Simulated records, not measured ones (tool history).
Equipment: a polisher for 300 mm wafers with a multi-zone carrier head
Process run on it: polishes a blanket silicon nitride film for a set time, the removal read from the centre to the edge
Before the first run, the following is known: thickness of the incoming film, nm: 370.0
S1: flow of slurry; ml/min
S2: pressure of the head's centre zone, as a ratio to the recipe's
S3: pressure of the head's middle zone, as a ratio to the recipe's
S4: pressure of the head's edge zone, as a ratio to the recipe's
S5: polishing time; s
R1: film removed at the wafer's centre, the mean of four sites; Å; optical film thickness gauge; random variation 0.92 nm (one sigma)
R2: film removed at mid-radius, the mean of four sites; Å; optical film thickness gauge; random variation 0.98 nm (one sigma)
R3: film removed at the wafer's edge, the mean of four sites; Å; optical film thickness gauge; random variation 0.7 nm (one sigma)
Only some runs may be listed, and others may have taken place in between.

| run | day | S1 | S2 | S3 | S4 | S5 | R1 | R2 | R3 |
|---|---|---|---|---|---|---|---|---|---|
| 1 | 0 | 230 | 1 | 1 | 1 | 46 | 822.45 | 865.04 | 833.74 |
| 2 | 0.179 | 265 | 1 | 1 | 1 | 46 | 848.67 | 862.95 | 867.83 |
| 3 | 0.238 | 265 | 1 | 1 | 1 | 53 | 986.67 | 1008.3 | 998.57 |
| 4 | 0.262 | 255 | 1 | 1.01 | 0.98 | 52 | 962.4 | 1002.3 | 955.49 |
| 5 | 0.496 | 245 | 1 | 1.01 | 0.96 | 51 | 931.47 | 961.69 | 937.56 |
| 6 | 0.858 | 245 | 1 | 1.01 | 0.96 | 44 | 808.76 | 838.06 | 800.72 |
| 7 | 1.133 | 245 | 1 | 1.01 | 0.96 | 44 | 812.12 | 835.99 | 789.92 |
| 8 | 1.267 | 240 | 1 | 1.01 | 0.95 | 44 | 831.36 | 826.8 | 804.35 |

Predict the results of run 9:
| 9 | 1.583 | 235 | 1 | 1.03 | 0.94 | 43 | ? | ? | ? |

R1: 805.92 Å
R2: 840.97 Å
R3: 770.95 Å
